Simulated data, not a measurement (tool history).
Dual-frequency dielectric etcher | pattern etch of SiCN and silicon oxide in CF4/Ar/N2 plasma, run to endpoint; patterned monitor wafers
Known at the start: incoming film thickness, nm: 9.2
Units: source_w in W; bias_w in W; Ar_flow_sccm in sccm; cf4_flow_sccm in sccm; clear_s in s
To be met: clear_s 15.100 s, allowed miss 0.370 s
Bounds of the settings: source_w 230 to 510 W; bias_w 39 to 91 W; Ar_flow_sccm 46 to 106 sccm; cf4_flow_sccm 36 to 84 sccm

run	hour	source_w	bias_w	Ar_flow_sccm	cf4_flow_sccm	clear_s
1	0.0	370	65	76	60	13.236
2	3.2	360	65	76	60	13.513
3	4.4	360	71	76	60	13.082
4	6.6	420	71	76	60	11.484
5	8.2	420	71	88	60	11.864
6	14.5	420	71	97	60	12.183
7	20.7	400	70	97	60	12.779
8	22.3	380	70	97	60	13.316
9	28.6	370	70	97	60	13.682
10	35.7	360	70	97	60	13.863
11	41.9	350	70	97	60	14.213
12	48.9	350	70	97	60	14.172
13	52.3	340	70	97	60	14.627

5 next moves are on the table. One of them brings every result within its allowed miss. Which?
A	55.7	340	75	93	62	?
B	55.7	410	48	88	48	?
C	55.7	330	80	94	56	?
D	55.7	340	72	97	57	?
E	55.7	320	77	103	52	?

move	clear_s
A	13.990
B	14.126
C	14.176
D	14.446
E	15.140
A: further off than the last run
B: further off than the last run
C: further off than the last run
D: further off than the last run
E: meets every target
Answer: E

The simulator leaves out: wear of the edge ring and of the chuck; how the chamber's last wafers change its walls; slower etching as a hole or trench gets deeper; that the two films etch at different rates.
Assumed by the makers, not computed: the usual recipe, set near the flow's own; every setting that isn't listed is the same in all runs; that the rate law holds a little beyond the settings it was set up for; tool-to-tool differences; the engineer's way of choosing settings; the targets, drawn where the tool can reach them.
